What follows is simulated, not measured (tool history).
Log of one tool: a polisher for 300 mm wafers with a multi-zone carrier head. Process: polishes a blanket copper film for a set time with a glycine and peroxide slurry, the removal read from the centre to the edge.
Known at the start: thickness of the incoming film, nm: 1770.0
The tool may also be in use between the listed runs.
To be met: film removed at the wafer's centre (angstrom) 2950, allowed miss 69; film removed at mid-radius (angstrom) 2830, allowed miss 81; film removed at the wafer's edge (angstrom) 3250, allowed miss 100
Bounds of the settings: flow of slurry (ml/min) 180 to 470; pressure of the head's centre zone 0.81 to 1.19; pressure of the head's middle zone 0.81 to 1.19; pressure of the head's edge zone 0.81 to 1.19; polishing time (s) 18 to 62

run,hour,flow of slurry (ml/min),pressure of the head's centre zone,pressure of the head's middle zone,pressure of the head's edge zone,polishing time (s),film removed at the wafer's centre (angstrom),film removed at mid-radius (angstrom),film removed at the wafer's edge (angstrom)
1,0,300,1,1,1,40,2794.6,2766.9,2764.5
2,7.8,300,0.94,1,1,40,2565,2845.8,2775.4
3,11.1,305,0.95,0.99,1.02,40,2614.3,2813.3,2837.2
4,13.9,315,0.96,0.99,1.04,40,2679.8,2810.7,2842.5
5,22.8,320,0.96,0.98,1.06,40,2692.5,2783.1,2856.8
6,24.9,320,0.96,0.94,1.06,40,2644.2,2664,2914.9
7,28.8,325,0.96,0.94,1.07,40,2671.2,2700,2887.7
8,33.2,325,0.96,0.94,1.08,40,2672,2679.7,2910.3
9,37.4,330,0.96,0.94,1.09,40,2640,2717.9,2947.1
10,44.2,335,0.97,0.94,1.1,40,2681.3,2651.2,2963.6
11,46.6,340,0.97,0.95,1.11,40,2682.1,2687.1,2986.7
12,51.1,395,1.03,0.96,1.19,41,2983,2837.8,3132

5 next moves are on the table. One of them brings every result within its allowed miss. Which?
A,55.6,455,1,0.95,1.19,40,?,?,?
B,55.6,445,1.05,0.97,1.13,40,?,?,?
C,55.6,410,1.03,0.98,1.05,40,?,?,?
D,55.6,415,1.05,0.99,1.17,40,?,?,?
E,55.6,340,0.97,0.9,1.13,44,?,?,?

move,film removed at the wafer's centre (angstrom),film removed at mid-radius (angstrom),film removed at the wafer's edge (angstrom)
A,2853.5,2779.2,3094
B,2993.6,2824.2,3021.6
C,2921.6,2836.1,2919.1
D,2981.2,2861.7,3057.2
E,2986.5,2873.7,3286.4
A: further off than the last run
B: further off than the last run
C: further off than the last run
D: further off than the last run
E: meets every target
The right move is E.

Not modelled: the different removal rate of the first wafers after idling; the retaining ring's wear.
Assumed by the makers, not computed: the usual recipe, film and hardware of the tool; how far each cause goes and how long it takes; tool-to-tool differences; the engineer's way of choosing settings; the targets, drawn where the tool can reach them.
